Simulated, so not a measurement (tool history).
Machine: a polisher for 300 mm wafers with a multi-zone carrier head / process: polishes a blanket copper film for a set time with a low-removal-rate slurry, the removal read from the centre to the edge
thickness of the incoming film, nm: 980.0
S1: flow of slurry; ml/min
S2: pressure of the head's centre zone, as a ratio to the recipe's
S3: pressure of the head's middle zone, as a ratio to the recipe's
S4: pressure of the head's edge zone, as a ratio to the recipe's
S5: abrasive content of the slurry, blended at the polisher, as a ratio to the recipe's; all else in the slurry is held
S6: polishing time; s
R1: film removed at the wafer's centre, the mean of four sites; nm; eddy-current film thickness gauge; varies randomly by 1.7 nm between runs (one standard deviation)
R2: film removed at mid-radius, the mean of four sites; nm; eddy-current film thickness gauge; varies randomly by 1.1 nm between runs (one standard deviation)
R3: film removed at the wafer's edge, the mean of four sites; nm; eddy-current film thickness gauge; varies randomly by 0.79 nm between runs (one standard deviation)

Run 1, hour 0.0: S1 305 ml/min, S2 1.00, S3 1.00, S4 1.00, S5 1.00, S6 37 s. Result: R1 146.13 nm, R2 145.31 nm, R3 148.13 nm.
Run 2, hour 2.2: S1 300 ml/min, S2 0.98, S3 0.99, S4 0.95, S5 0.90, S6 37 s. Result: R1 134.58 nm, R2 140.00 nm, R3 142.53 nm.
Run 3, hour 7.1: S1 300 ml/min, S2 0.98, S3 0.99, S4 0.95, S5 0.90, S6 43 s. Result: R1 157.69 nm, R2 163.58 nm, R3 163.27 nm.
Run 4, hour 8.9: S1 330 ml/min, S2 0.98, S3 0.99, S4 0.95, S5 0.90, S6 43 s. Result: R1 158.67 nm, R2 169.88 nm, R3 167.41 nm.
Run 5, hour 14.5: S1 300 ml/min, S2 0.99, S3 0.99, S4 0.91, S5 0.80, S6 42 s. Result: R1 157.02 nm, R2 156.82 nm, R3 154.62 nm.
Run 6, hour 15.4: S1 285 ml/min, S2 0.97, S3 0.99, S4 0.88, S5 0.70, S6 41 s. Result: R1 139.57 nm, R2 148.68 nm, R3 142.32 nm.
Run 7, hour 16.6: S1 265 ml/min, S2 0.97, S3 0.97, S4 0.86, S5 0.65, S6 41 s. Result: R1 140.50 nm, R2 141.50 nm, R3 138.23 nm.
Run 8, hour 18.9: S1 255 ml/min, S2 0.96, S3 0.96, S4 0.84, S5 0.60, S6 41 s. Result: R1 133.59 nm, R2 137.03 nm, R3 134.02 nm.
Run 9, hour 22.1: S1 245 ml/min, S2 0.96, S3 0.95, S4 0.83, S5 0.55, S6 41 s. Result: R1 129.22 nm, R2 131.42 nm, R3 130.52 nm.

Run 10 comes next. What will it give?
Run 10, hour 23.7: S1 235 ml/min, S2 0.96, S3 0.95, S4 0.82, S5 0.55, S6 41 s. Result: R1 ?, R2 ?, R3 ?.

R1: 128.93 nm
R2: 132.11 nm
R3: 128.42 nm
